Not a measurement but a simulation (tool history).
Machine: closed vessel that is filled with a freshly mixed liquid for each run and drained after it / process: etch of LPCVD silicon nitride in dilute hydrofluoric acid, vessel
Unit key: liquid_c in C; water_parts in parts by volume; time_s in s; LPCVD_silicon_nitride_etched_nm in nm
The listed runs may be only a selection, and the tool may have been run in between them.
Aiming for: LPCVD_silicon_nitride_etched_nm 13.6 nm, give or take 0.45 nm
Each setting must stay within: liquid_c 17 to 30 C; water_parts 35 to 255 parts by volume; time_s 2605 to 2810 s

run    day  liquid_c  water_parts  time_s  LPCVD_silicon_nitride_etched_nm
  1      0        22          145    2605                           8.7877
  2  0.221        24          145    2605                           10.198
  3  0.488        24          180    2605                           8.1513
  4  0.846        25          175    2605                            9.027
  5  0.962        26          175    2605                           9.5457
  6  1.208        27          170    2605                           10.297
  7  1.496      27.5          165    2605                           10.923
  8  1.754        28          160    2605                           12.031
  9  1.896      28.5          160    2605                           12.215

Which single option among these 4 for the next run brings every result within its allowed miss of target? Just one does.
  A  2.038      29.5          165    2785                                ?
  B  2.038        29          150    2790                                ?
  C  2.038        26          160    2790                                ?
  D  2.038        28          155    2720                                ?

move  LPCVD_silicon_nitride_etched_nm
   A                           13.337
   B                           14.269
   C                            11.09
   D                            12.65
A: all results land within tolerance of their targets
B: pushes the last run's worst result past its target
C: its largest miss is bigger than the last run's
D: closer than the last run, but not yet in spec
Correct choice: A, which meets every target
